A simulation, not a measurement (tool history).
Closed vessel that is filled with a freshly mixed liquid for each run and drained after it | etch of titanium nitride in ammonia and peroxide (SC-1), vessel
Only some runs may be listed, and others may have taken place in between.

run,hour,temperature setpoint of the liquid (C),parts of water to one part of 30 % peroxide (parts by volume),parts of 29 % ammonia solution to one part of 30 % peroxide (parts by volume),time in the liquid (s),thickness taken off the titanium nitride on a monitor wafer (angstrom)
1,0.0,56.0,7.0,0.75,30,42.492
2,8.5,56.0,7.0,0.75,30,42.048
3,10.1,52.0,7.0,0.75,30,32.147
4,12.7,52.0,7.0,0.60,30,31.529
5,20.9,49.5,7.0,0.60,30,26.364
6,21.8,53.5,7.0,0.60,30,34.980

Predict the results of run 7:
7,24.1,45.5,7.0,0.60,30,?

thickness taken off the titanium nitride on a monitor wafer (angstrom): 19.856
